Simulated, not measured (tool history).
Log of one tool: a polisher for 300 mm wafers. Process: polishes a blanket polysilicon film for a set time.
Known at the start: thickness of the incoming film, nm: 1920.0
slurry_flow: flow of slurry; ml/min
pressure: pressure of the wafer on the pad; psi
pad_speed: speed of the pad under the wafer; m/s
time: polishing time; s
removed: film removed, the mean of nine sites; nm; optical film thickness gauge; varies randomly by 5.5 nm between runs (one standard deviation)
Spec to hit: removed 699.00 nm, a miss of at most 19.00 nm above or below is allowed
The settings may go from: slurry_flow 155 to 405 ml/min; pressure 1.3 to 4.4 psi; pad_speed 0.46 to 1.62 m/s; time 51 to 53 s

run  hour  slurry_flow  pressure  pad_speed  time  removed
  1   0.0          260       2.8       1.04    51   347.97
  2   4.1          260       3.0       1.06    51   379.58
  3  12.0          260       3.2       1.08    51   414.69
  4  19.3          260       3.2       1.08    53   431.13
  5  27.9          260       3.4       1.10    53   463.71
  6  35.9          260       3.4       0.98    53   418.97
  7  44.5          260       3.5       1.00    53   440.06
  8  51.4          280       4.3       1.18    53   630.42

Next run, 4 choices. One meets every target within its allowed miss, the rest don't. Which?
  A  58.3          310       3.6       1.18    53        ?
  B  58.3          300       4.1       1.20    52        ?
  C  58.3          375       4.4       1.24    53        ?
  D  58.3          235       3.2       1.42    53        ?

move  removed
   A   538.62
   B   608.08
   C   698.94
   D   558.12
A: lands further from the targets than the last run did
B: lands further from the targets than the last run did
C: all results land within tolerance of their targets
D: lands further from the targets than the last run did
Go with C: it meets all targets.
